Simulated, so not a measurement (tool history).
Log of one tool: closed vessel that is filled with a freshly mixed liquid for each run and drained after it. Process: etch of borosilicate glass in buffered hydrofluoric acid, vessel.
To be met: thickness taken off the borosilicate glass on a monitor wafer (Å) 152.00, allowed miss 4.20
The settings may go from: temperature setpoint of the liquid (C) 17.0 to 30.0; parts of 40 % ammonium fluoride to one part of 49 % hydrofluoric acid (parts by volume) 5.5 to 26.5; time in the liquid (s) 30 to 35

| run | hour | temperature setpoint of the liquid (C) | parts of 40 % ammonium fluoride to one part of 49 % hydrofluoric acid (parts by volume) | time in the liquid (s) | thickness taken off the borosilicate glass on a monitor wafer (Å) |
|---|---|---|---|---|---|
| 1 | 0.0 | 22.0 | 16.0 | 35 | 261.05 |
| 2 | 3.6 | 22.0 | 16.0 | 35 | 262.14 |
| 3 | 7.5 | 21.0 | 17.0 | 35 | 233.33 |
| 4 | 9.2 | 19.5 | 17.0 | 35 | 217.39 |
| 5 | 17.2 | 19.5 | 13.0 | 35 | 284.77 |
| 6 | 21.3 | 19.5 | 17.0 | 35 | 214.59 |
| 7 | 25.4 | 19.0 | 18.0 | 35 | 198.11 |
| 8 | 29.0 | 18.5 | 18.5 | 35 | 189.35 |
| 9 | 36.3 | 18.0 | 19.0 | 35 | 178.40 |
| 10 | 43.7 | 18.0 | 19.5 | 35 | 173.48 |
| 11 | 45.2 | 18.0 | 19.5 | 35 | 173.88 |
| 12 | 53.0 | 18.0 | 20.0 | 35 | 167.95 |
| 13 | 55.8 | 17.5 | 20.5 | 35 | 160.47 |

4 next moves are on the table. One of them brings every result within its allowed miss. Which?
| A | 58.6 | 18.0 | 23.0 | 35 | ? |
| B | 58.6 | 17.5 | 20.0 | 35 | ? |
| C | 58.6 | 18.5 | 19.5 | 35 | ? |
| D | 58.6 | 17.5 | 19.0 | 35 | ? |

| move | thickness taken off the borosilicate glass on a monitor wafer (Å) |
|---|---|
| A | 155.00 |
| B | 166.14 |
| C | 180.15 |
| D | 174.85 |
A: meets every target
B: further off than the last run
C: further off than the last run
D: further off than the last run
Move A is the one to make.

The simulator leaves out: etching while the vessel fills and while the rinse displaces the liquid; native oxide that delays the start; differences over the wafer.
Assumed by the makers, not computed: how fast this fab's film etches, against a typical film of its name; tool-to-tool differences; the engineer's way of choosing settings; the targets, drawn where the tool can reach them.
